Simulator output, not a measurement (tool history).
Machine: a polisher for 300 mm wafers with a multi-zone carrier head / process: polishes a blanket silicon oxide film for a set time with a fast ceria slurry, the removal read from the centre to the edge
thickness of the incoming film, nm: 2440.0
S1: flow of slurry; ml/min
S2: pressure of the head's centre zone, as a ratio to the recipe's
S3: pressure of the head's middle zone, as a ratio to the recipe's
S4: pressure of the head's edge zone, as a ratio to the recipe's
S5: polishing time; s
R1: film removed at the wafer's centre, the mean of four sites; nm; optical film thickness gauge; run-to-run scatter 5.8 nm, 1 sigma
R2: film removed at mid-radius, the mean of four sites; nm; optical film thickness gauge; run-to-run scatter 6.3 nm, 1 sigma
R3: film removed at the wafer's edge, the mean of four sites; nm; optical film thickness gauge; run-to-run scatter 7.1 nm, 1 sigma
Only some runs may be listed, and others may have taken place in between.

| run | hour | S1 | S2 | S3 | S4 | S5 | R1 | R2 | R3 |
|---|---|---|---|---|---|---|---|---|---|
| 1 | 0 | 240 | 1 | 1 | 1 | 41 | 564.64 | 584.28 | 581.66 |
| 2 | 7.4 | 215 | 1 | 1 | 1 | 41 | 564.4 | 571.59 | 575.78 |
| 3 | 8.3 | 215 | 1.05 | 1 | 1 | 41 | 585.81 | 587.32 | 570.35 |
| 4 | 14.3 | 215 | 1.05 | 1 | 1 | 33 | 474.52 | 468.06 | 474.6 |
| 5 | 18.7 | 220 | 1.07 | 0.98 | 1.03 | 34 | 490.88 | 464.53 | 482.03 |
| 6 | 27.3 | 220 | 1.08 | 0.96 | 1.05 | 35 | 516.88 | 487.65 | 500.49 |

Forecast run 7:
| 7 | 31.4 | 220 | 1.08 | 0.92 | 1.07 | 36 | ? | ? | ? |

R1: 524.15 nm
R2: 472.81 nm
R3: 527.45 nm

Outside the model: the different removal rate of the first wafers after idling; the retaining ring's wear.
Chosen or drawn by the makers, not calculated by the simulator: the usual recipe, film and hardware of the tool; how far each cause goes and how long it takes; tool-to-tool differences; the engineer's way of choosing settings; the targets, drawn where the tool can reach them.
